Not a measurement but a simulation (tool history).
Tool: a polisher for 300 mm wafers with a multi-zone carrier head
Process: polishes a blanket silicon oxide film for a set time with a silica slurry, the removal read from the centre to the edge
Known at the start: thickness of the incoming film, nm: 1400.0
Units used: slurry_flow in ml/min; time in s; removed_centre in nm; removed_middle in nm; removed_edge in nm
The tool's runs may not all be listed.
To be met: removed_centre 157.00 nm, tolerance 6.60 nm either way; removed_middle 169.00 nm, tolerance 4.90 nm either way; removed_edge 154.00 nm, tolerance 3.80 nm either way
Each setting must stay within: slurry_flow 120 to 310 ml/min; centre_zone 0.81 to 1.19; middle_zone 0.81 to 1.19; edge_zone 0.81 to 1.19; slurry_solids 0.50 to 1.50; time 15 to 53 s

run	hour	slurry_flow	centre_zone	middle_zone	edge_zone	slurry_solids	time	removed_centre	removed_middle	removed_edge
1	0.0	200	1.00	1.00	1.00	1.00	34	197.15	191.63	195.58
2	7.5	200	1.00	1.00	1.03	1.00	34	197.12	191.23	199.87
3	11.6	200	1.00	1.00	1.03	1.00	31	184.02	176.28	179.49
4	15.2	200	1.00	1.00	1.10	1.00	31	178.58	174.28	187.71
5	22.3	200	1.00	1.00	1.10	0.85	31	160.43	155.31	164.43
6	28.1	200	1.00	1.00	1.10	0.85	35	179.09	176.98	184.52
7	35.2	190	0.99	1.01	1.06	0.80	35	167.21	166.59	173.64
8	42.8	190	0.99	1.01	1.06	0.80	35	171.06	166.02	172.77
9	44.2	185	0.98	1.04	1.04	0.80	35	166.93	168.60	169.40

Consider the 5 candidate settings below. Which is the only one whose results all fall within their allowed miss of target?
A	45.6	200	0.81	1.02	1.12	0.80	36	?	?	?
B	45.6	160	0.87	0.85	1.19	0.70	46	?	?	?
C	45.6	135	0.89	1.00	1.17	0.85	38	?	?	?
D	45.6	210	0.99	1.12	0.97	0.75	34	?	?	?
E	45.6	200	1.15	1.09	0.92	1.00	28	?	?	?

move	removed_centre	removed_middle	removed_edge
A	140.77	171.99	184.00
B	160.72	157.84	205.10
C	157.71	174.04	197.75
D	154.20	166.26	153.59
E	186.33	168.86	156.59
A: lands further from the targets than the last run did
B: lands further from the targets than the last run did
C: lands further from the targets than the last run did
D: all results in spec
E: brings the last run's worst result on target, with another outside its allowed miss
Go with D: it meets all targets.
